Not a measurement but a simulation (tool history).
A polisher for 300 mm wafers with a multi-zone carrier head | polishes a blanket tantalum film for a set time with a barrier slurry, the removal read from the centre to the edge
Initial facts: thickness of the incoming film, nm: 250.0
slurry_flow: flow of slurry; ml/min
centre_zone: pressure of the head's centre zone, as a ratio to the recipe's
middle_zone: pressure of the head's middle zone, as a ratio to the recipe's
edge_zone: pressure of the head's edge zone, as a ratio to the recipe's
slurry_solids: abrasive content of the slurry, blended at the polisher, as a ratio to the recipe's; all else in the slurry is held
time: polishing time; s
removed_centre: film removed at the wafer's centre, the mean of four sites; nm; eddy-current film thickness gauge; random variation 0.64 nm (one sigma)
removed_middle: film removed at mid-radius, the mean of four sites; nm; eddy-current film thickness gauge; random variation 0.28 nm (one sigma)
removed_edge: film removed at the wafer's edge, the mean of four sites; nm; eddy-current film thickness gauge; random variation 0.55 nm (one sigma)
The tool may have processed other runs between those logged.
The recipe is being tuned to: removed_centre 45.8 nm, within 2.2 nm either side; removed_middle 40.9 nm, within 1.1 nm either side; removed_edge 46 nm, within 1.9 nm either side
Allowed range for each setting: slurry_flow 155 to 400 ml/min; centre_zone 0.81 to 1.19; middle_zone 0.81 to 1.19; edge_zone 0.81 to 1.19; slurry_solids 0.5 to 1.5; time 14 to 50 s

{"run": 1, "hour": 0.0, "slurry_flow": 255, "centre_zone": 1, "middle_zone": 1, "edge_zone": 1, "slurry_solids": 1, "time": 32, "removed_centre": 46.116, "removed_middle": 46.943, "removed_edge": 46.929}
{"run": 2, "hour": 7.7, "slurry_flow": 250, "centre_zone": 1, "middle_zone": 0.98, "edge_zone": 1, "slurry_solids": 1, "time": 32, "removed_centre": 45.694, "removed_middle": 45.396, "removed_edge": 46.687}
{"run": 3, "hour": 14.6, "slurry_flow": 250, "centre_zone": 1, "middle_zone": 0.98, "edge_zone": 0.93, "slurry_solids": 1, "time": 32, "removed_centre": 45.203, "removed_middle": 46.084, "removed_edge": 45.259}
{"run": 4, "hour": 15.9, "slurry_flow": 250, "centre_zone": 1, "middle_zone": 0.98, "edge_zone": 0.93, "slurry_solids": 1, "time": 37, "removed_centre": 52.703, "removed_middle": 53.439, "removed_edge": 51.199}
{"run": 5, "hour": 24.1, "slurry_flow": 245, "centre_zone": 1, "middle_zone": 0.96, "edge_zone": 0.93, "slurry_solids": 0.95, "time": 37, "removed_centre": 52.798, "removed_middle": 51.102, "removed_edge": 50.774}
{"run": 6, "hour": 26.7, "slurry_flow": 245, "centre_zone": 1, "middle_zone": 0.96, "edge_zone": 0.93, "slurry_solids": 0.95, "time": 42, "removed_centre": 59.343, "removed_middle": 58.064, "removed_edge": 57.715}
{"run": 7, "hour": 30.2, "slurry_flow": 215, "centre_zone": 0.96, "middle_zone": 0.86, "edge_zone": 0.91, "slurry_solids": 0.7, "time": 38, "removed_centre": 44.689, "removed_middle": 43.535, "removed_edge": 47.369}
{"run": 8, "hour": 36.1, "slurry_flow": 215, "centre_zone": 0.97, "middle_zone": 0.85, "edge_zone": 0.91, "slurry_solids": 0.7, "time": 38, "removed_centre": 47.594, "removed_middle": 43.301, "removed_edge": 46.279}

Of the 5 settings listed for the next run, only one would bring every result within its allowed miss of target. Which one?
{"run": "A", "hour": 42.0, "slurry_flow": 235, "centre_zone": 1.14, "middle_zone": 0.96, "edge_zone": 0.91, "slurry_solids": 0.65, "time": 35, "removed_centre": "?", "removed_middle": "?", "removed_edge": "?"}
{"run": "B", "hour": 42.0, "slurry_flow": 205, "centre_zone": 1.05, "middle_zone": 0.81, "edge_zone": 0.91, "slurry_solids": 0.8, "time": 36, "removed_centre": "?", "removed_middle": "?", "removed_edge": "?"}
{"run": "C", "hour": 42.0, "slurry_flow": 215, "centre_zone": 1.07, "middle_zone": 0.81, "edge_zone": 0.9, "slurry_solids": 0.65, "time": 39, "removed_centre": "?", "removed_middle": "?", "removed_edge": "?"}
{"run": "D", "hour": 42.0, "slurry_flow": 225, "centre_zone": 0.99, "middle_zone": 0.83, "edge_zone": 0.92, "slurry_solids": 0.6, "time": 39, "removed_centre": "?", "removed_middle": "?", "removed_edge": "?"}
{"run": "E", "hour": 42.0, "slurry_flow": 205, "centre_zone": 0.88, "middle_zone": 0.81, "edge_zone": 0.98, "slurry_solids": 0.8, "time": 39, "removed_centre": "?", "removed_middle": "?", "removed_edge": "?"}

move=A removed_centre=49.818 removed_middle=42.415 removed_edge=42.462
move=B removed_centre=49.767 removed_middle=40.116 removed_edge=46.43
move=C removed_centre=51.572 removed_middle=40.764 removed_edge=46.905
move=D removed_centre=46.573 removed_middle=40.602 removed_edge=46.164
move=E removed_centre=45.121 removed_middle=43.494 removed_edge=51.999
A: an improvement on the last run, though not all results are within tolerance
B: corrects the largest miss of the last run, while another result sits out of spec
C: corrects the largest miss of the last run, while another result sits out of spec
D: meets every target
E: moves away from the targets compared with the last run
Move D is the one to make.
